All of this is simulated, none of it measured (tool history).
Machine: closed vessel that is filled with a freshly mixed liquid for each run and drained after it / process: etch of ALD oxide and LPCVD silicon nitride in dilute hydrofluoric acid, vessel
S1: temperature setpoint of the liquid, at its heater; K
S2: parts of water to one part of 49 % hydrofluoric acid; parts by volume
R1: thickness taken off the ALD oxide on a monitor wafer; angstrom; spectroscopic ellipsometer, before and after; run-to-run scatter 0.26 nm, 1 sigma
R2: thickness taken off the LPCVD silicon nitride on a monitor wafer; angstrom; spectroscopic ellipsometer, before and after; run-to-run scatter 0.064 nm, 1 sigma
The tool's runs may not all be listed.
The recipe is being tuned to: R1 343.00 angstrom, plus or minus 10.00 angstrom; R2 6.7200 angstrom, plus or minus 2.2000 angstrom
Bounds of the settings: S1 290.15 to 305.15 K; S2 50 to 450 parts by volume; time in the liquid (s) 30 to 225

run 1 hour=0.0 | S1=297.15 S2=250 time_in_the_liquid_(s)=115 | R1=119.28 R2=2.8196
run 2 hour=3.4 | S1=300.65 S2=250 time_in_the_liquid_(s)=115 | R1=135.52 R2=3.4330
run 3 hour=5.4 | S1=300.65 S2=250 time_in_the_liquid_(s)=145 | R1=170.41 R2=3.8452
run 4 hour=12.0 | S1=300.65 S2=340 time_in_the_liquid_(s)=145 | R1=115.34 R2=3.3584
run 5 hour=20.5 | S1=299.15 S2=340 time_in_the_liquid_(s)=145 | R1=109.16 R2=3.0470
run 6 hour=21.2 | S1=300.65 S2=340 time_in_the_liquid_(s)=145 | R1=115.05 R2=3.0315
run 7 hour=25.7 | S1=301.65 S2=300 time_in_the_liquid_(s)=145 | R1=142.27 R2=3.8157
run 8 hour=34.0 | S1=302.15 S2=265 time_in_the_liquid_(s)=145 | R1=165.43 R2=4.5805
run 9 hour=42.0 | S1=302.15 S2=230 time_in_the_liquid_(s)=145 | R1=198.99 R2=4.6714
run 10 hour=45.3 | S1=302.65 S2=210 time_in_the_liquid_(s)=145 | R1=225.65 R2=5.8429
run 11 hour=46.0 | S1=302.65 S2=210 time_in_the_liquid_(s)=145 | R1=227.20 R2=5.5283
run 12 hour=48.9 | S1=302.65 S2=195 time_in_the_liquid_(s)=145 | R1=248.41 R2=5.3840
run 13 hour=51.7 | S1=303.15 S2=185 time_in_the_liquid_(s)=145 | R1=272.35 R2=5.9962
run 14 hour=52.9 | S1=303.65 S2=180 time_in_the_liquid_(s)=145 | R1=287.34 R2=8.2474
run 15 hour=56.7 | S1=303.15 S2=170 time_in_the_liquid_(s)=145 | R1=301.11 R2=6.8351
run 16 hour=62.2 | S1=303.15 S2=165 time_in_the_liquid_(s)=145 | R1=311.26 R2=6.6184
run 17 hour=69.4 | S1=303.15 S2=160 time_in_the_liquid_(s)=145 | R1=326.18 R2=7.5540

Which of these 4 next moves meets every target?
run A hour=76.6 | S1=300.65 S2=165 time_in_the_liquid_(s)=155 | R1=? R2=?
run B hour=76.6 | S1=296.65 S2=130 time_in_the_liquid_(s)=140 | R1=? R2=?
run C hour=76.6 | S1=298.15 S2=130 time_in_the_liquid_(s)=145 | R1=? R2=?
run D hour=76.6 | S1=301.65 S2=160 time_in_the_liquid_(s)=145 | R1=? R2=?

move=A R1=305.07 R2=6.8762
move=B R1=313.52 R2=6.1018
move=C R1=344.11 R2=6.9660
move=D R1=307.09 R2=7.0590
A: the biggest miss grows against the last run
B: the biggest miss grows against the last run
C: all results in spec
D: the biggest miss grows against the last run
Go with C: it meets all targets.

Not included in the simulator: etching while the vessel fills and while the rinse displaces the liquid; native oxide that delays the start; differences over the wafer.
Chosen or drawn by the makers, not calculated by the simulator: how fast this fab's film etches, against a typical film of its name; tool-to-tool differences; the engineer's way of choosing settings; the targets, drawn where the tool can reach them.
